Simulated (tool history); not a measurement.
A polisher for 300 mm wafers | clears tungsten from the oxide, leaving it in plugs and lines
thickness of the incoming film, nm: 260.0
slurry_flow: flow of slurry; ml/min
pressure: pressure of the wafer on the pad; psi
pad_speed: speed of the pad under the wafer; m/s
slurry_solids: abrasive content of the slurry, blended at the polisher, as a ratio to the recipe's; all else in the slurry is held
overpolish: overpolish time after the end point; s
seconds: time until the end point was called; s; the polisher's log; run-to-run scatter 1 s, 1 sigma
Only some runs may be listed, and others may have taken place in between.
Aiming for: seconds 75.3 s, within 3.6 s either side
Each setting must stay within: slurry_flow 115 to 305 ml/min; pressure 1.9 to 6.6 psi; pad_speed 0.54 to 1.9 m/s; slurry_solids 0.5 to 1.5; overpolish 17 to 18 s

Run 1, hour 0: slurry_flow 195 ml/min, pressure 4.2 psi, pad_speed 1.22 m/s, slurry_solids 1, overpolish 17 s. Result: seconds 46.378 s.
Run 2, hour 1.9: slurry_flow 150 ml/min, pressure 4.2 psi, pad_speed 1.22 m/s, slurry_solids 1, overpolish 17 s. Result: seconds 49.121 s.
Run 3, hour 5.2: slurry_flow 150 ml/min, pressure 4.2 psi, pad_speed 1.44 m/s, slurry_solids 1, overpolish 17 s. Result: seconds 41.963 s.
Run 4, hour 9.5: slurry_flow 150 ml/min, pressure 4.2 psi, pad_speed 1.44 m/s, slurry_solids 1, overpolish 18 s. Result: seconds 40.819 s.
At hour 18.5: slurry blender recalibrated.
Run 5, hour 18.5: slurry_flow 150 ml/min, pressure 4.2 psi, pad_speed 1.44 m/s, slurry_solids 1.2, overpolish 18 s. Result: seconds 38.181 s.
Run 6, hour 27: slurry_flow 150 ml/min, pressure 3.8 psi, pad_speed 1.4 m/s, slurry_solids 1.2, overpolish 18 s. Result: seconds 43.475 s.
Run 7, hour 28.8: slurry_flow 150 ml/min, pressure 3.4 psi, pad_speed 1.38 m/s, slurry_solids 1.2, overpolish 18 s. Result: seconds 49.617 s.
Run 8, hour 37.3: slurry_flow 150 ml/min, pressure 3.1 psi, pad_speed 1.38 m/s, slurry_solids 1.2, overpolish 18 s. Result: seconds 53.534 s.

Which of these 4 next moves meets every target?
Run A, hour 45.8: slurry_flow 115 ml/min, pressure 2.6 psi, pad_speed 1.26 m/s, slurry_solids 1, overpolish 17 s. Result: seconds ?.
Run B, hour 45.8: slurry_flow 150 ml/min, pressure 4 psi, pad_speed 1.66 m/s, slurry_solids 1.5, overpolish 17 s. Result: seconds ?.
Run C, hour 45.8: slurry_flow 155 ml/min, pressure 3.9 psi, pad_speed 1.68 m/s, slurry_solids 1.25, overpolish 18 s. Result: seconds ?.
Run D, hour 45.8: slurry_flow 180 ml/min, pressure 3.8 psi, pad_speed 1.76 m/s, slurry_solids 1.15, overpolish 18 s. Result: seconds ?.

move  seconds
   A    74.98
   B   34.452
   C   35.806
   D   34.792
A: every result within its allowed miss
B: misses by more than the last run did
C: misses by more than the last run did
D: misses by more than the last run did
Answer: A
